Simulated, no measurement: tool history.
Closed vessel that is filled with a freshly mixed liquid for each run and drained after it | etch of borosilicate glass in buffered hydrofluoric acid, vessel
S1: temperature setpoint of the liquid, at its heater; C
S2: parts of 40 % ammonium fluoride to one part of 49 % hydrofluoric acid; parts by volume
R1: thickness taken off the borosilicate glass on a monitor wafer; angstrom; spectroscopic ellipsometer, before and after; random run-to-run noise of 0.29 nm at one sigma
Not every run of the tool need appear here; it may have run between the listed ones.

run 1 hour=0 | S1=23 S2=15 time_in_the_liquid_(s)=30 | R1=234.44
run 2 hour=8.2 | S1=25 S2=15 time_in_the_liquid_(s)=30 | R1=258.76
run 3 hour=10.9 | S1=26 S2=14 time_in_the_liquid_(s)=30 | R1=290.56
run 4 hour=14.8 | S1=28.5 S2=14 time_in_the_liquid_(s)=30 | R1=333.79
run 5 hour=17.2 | S1=28.5 S2=12.5 time_in_the_liquid_(s)=30 | R1=376.66
run 6 hour=22.2 | S1=30.5 S2=12.5 time_in_the_liquid_(s)=30 | R1=414.74
run 7 hour=24.3 | S1=30.5 S2=12.5 time_in_the_liquid_(s)=30 | R1=414.84
run 8 hour=33.2 | S1=30.5 S2=12 time_in_the_liquid_(s)=30 | R1=431.55
run 9 hour=40.3 | S1=30.5 S2=11.5 time_in_the_liquid_(s)=30 | R1=447.83
run 10 hour=47.2 | S1=30.5 S2=11 time_in_the_liquid_(s)=30 | R1=465.36
run 11 hour=52.9 | S1=30.5 S2=10.5 time_in_the_liquid_(s)=30 | R1=493.77

Run 12, settings as shown, results not yet in. Your forecast:
run 12 hour=57.7 | S1=31 S2=7.5 time_in_the_liquid_(s)=30 | R1=?

{"run 12": {"R1": 690.7}}
